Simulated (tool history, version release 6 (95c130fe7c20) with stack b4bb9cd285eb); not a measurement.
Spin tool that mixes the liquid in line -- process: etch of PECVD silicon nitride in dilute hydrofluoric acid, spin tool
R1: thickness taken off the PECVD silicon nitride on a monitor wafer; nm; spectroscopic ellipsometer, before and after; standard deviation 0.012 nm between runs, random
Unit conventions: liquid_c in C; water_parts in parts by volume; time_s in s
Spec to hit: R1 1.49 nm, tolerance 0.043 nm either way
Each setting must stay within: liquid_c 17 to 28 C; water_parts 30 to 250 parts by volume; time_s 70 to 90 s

Run 1, hour 0: liquid_c 20 C, water_parts 140 parts by volume, time_s 90 s. Result: R1 2.6987 nm.
Run 2, hour 1.9: liquid_c 20 C, water_parts 140 parts by volume, time_s 90 s. Result: R1 2.6372 nm.
Run 3, hour 10.5: liquid_c 20 C, water_parts 170 parts by volume, time_s 90 s. Result: R1 2.2014 nm.
Run 4, hour 18.3: liquid_c 20 C, water_parts 130 parts by volume, time_s 90 s. Result: R1 2.8507 nm.
Run 5, hour 19.1: liquid_c 20 C, water_parts 160 parts by volume, time_s 90 s. Result: R1 2.3421 nm.
Run 6, hour 21.2: liquid_c 17.5 C, water_parts 160 parts by volume, time_s 90 s. Result: R1 1.9503 nm.
Run 7, hour 28.1: liquid_c 17.5 C, water_parts 170 parts by volume, time_s 90 s. Result: R1 1.8621 nm.
Run 8, hour 36: liquid_c 17.5 C, water_parts 180 parts by volume, time_s 90 s. Result: R1 1.7398 nm.
Run 9, hour 38.8: liquid_c 17.5 C, water_parts 185 parts by volume, time_s 90 s. Result: R1 1.7156 nm.
Run 10, hour 47.1: liquid_c 17.5 C, water_parts 185 parts by volume, time_s 90 s. Result: R1 1.7114 nm.
Run 11, hour 55.4: liquid_c 17.5 C, water_parts 190 parts by volume, time_s 90 s. Result: R1 1.6605 nm.

Next run, 5 choices. One meets every target within its allowed miss, the rest don't. Which?
Run A, hour 63.7: liquid_c 18.5 C, water_parts 230 parts by volume, time_s 85 s. Result: R1 ?.
Run B, hour 63.7: liquid_c 17 C, water_parts 170 parts by volume, time_s 70 s. Result: R1 ?.
Run C, hour 63.7: liquid_c 19 C, water_parts 240 parts by volume, time_s 85 s. Result: R1 ?.
Run D, hour 63.7: liquid_c 17 C, water_parts 160 parts by volume, time_s 70 s. Result: R1 ?.
Run E, hour 63.7: liquid_c 19 C, water_parts 195 parts by volume, time_s 70 s. Result: R1 ?.

move      R1
   A  1.4033
   B  1.3977
   C  1.3918
   D  1.4816
   E  1.4007
A: the result that was furthest off in the last run now lies on the other side of its target
B: the result that was furthest off in the last run now lies on the other side of its target
C: the result that was furthest off in the last run now lies on the other side of its target
D: all results in spec
E: the result that was furthest off in the last run now lies on the other side of its target
So the answer is move D, the one that meets all the targets.

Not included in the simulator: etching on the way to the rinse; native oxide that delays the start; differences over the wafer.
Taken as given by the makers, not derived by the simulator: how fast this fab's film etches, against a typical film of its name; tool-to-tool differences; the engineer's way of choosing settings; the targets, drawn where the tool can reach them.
